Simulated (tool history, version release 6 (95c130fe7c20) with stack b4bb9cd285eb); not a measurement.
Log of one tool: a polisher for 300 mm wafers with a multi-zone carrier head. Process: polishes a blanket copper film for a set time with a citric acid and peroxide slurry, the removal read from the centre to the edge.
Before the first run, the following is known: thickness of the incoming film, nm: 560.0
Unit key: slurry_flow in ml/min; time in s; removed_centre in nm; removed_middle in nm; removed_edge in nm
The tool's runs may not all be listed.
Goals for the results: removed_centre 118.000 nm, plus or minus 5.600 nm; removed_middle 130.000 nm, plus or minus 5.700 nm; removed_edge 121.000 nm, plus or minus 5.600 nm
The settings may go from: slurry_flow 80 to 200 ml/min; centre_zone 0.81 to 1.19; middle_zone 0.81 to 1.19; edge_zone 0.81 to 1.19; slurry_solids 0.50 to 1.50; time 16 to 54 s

run  hour  slurry_flow  centre_zone  middle_zone  edge_zone  slurry_solids  time  removed_centre  removed_middle  removed_edge
  1   0.0          130         1.00         1.00       1.00           1.00    35          83.620          85.254        82.866
  2   7.6          130         1.03         1.00       1.00           1.00    35          87.157          83.460        81.519
  3  12.4          160         1.03         1.00       1.00           1.00    35          91.325          89.016        84.768
  4  18.5          160         1.03         0.97       1.00           1.00    35          91.534          86.386        85.856
  5  23.2          135         1.03         0.97       1.00           1.00    35          85.770          84.526        81.245
  6  23.9          135         1.02         0.99       0.99           1.05    36          89.393          86.133        84.603
  7  29.4          140         1.01         1.01       1.00           1.05    37          89.281          93.173        88.110
  8  34.9          140         1.01         1.01       1.00           1.05    37          91.480          93.481        85.859
  9  36.5          145         1.00         1.00       1.01           1.05    38          92.753          94.744        92.926
 10  38.0          150         1.00         1.01       1.02           1.10    39          96.309          98.997        94.583
 11  43.0          155         1.00         1.02       1.03           1.10    40         100.060         101.600        97.391
 12  50.6          160         0.99         1.02       1.03           1.10    41         105.610         107.400       102.490
 13  59.5          165         0.98         1.03       1.03           1.10    42         105.850         110.740       105.700

Pick the move, out of 4, that brings all results within their allowed miss; only one does.
  A  68.4          165         0.92         1.19       0.99           1.10    44               ?               ?             ?
  B  68.4          160         0.96         1.07       1.03           1.10    48               ?               ?             ?
  C  68.4          145         0.82         1.19       0.99           1.20    49               ?               ?             ?
  D  68.4          180         0.90         1.19       0.93           1.30    42               ?               ?             ?

move  removed_centre  removed_middle  removed_edge
   A         101.670         129.810       105.940
   B         115.010         130.650       117.520
   C          99.625         143.370       117.720
   D          99.229         129.320       102.050
A: the furthest-off result lands on target, but another misses its tolerance
B: all results in spec
C: the result that was furthest off in the last run now lies on the other side of its target
D: the furthest-off result lands on target, but another misses its tolerance
Correct choice: B, which meets every target
